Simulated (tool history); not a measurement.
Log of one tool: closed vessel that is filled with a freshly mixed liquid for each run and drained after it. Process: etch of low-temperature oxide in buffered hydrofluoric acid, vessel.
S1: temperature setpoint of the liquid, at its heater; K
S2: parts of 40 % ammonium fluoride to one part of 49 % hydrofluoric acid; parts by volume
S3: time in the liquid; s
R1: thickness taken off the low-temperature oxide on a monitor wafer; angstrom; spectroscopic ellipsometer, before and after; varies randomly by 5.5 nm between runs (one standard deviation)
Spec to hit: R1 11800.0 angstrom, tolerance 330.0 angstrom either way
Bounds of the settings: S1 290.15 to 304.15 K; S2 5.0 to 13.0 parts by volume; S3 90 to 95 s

| run | hour | S1 | S2 | S3 | R1 |
|---|---|---|---|---|---|
| 1 | 0.0 | 296.15 | 8.0 | 90 | 6343.8 |
| 2 | 6.8 | 296.15 | 10.0 | 90 | 5234.6 |
| 3 | 15.2 | 298.15 | 9.0 | 90 | 6249.6 |
| 4 | 15.7 | 298.15 | 9.0 | 95 | 6520.9 |
| 5 | 23.2 | 299.65 | 8.0 | 95 | 8174.1 |
| 6 | 26.5 | 300.65 | 7.5 | 95 | 9221.6 |
| 7 | 33.7 | 301.65 | 7.5 | 95 | 9661.5 |
| 8 | 42.4 | 302.15 | 7.5 | 95 | 9939.8 |
| 9 | 50.6 | 302.65 | 7.5 | 95 | 10193.0 |
| 10 | 53.9 | 303.15 | 7.5 | 95 | 10497.0 |
| 11 | 59.7 | 303.15 | 7.5 | 95 | 10478.0 |

Consider the 4 candidate settings below. Which is the only one whose results all fall within their allowed miss of target?
| A | 65.5 | 304.15 | 7.0 | 90 | ? |
| B | 65.5 | 302.65 | 7.5 | 90 | ? |
| C | 65.5 | 302.65 | 6.5 | 95 | ? |
| D | 65.5 | 303.65 | 8.5 | 90 | ? |

| move | R1 |
|---|---|
| A | 11360.0 |
| B | 9750.6 |
| C | 11822.0 |
| D | 8974.5 |
A: an improvement on the last run, though not all results are within tolerance
B: misses by more than the last run did
C: every result lands within tolerance
D: misses by more than the last run did
Answer: C

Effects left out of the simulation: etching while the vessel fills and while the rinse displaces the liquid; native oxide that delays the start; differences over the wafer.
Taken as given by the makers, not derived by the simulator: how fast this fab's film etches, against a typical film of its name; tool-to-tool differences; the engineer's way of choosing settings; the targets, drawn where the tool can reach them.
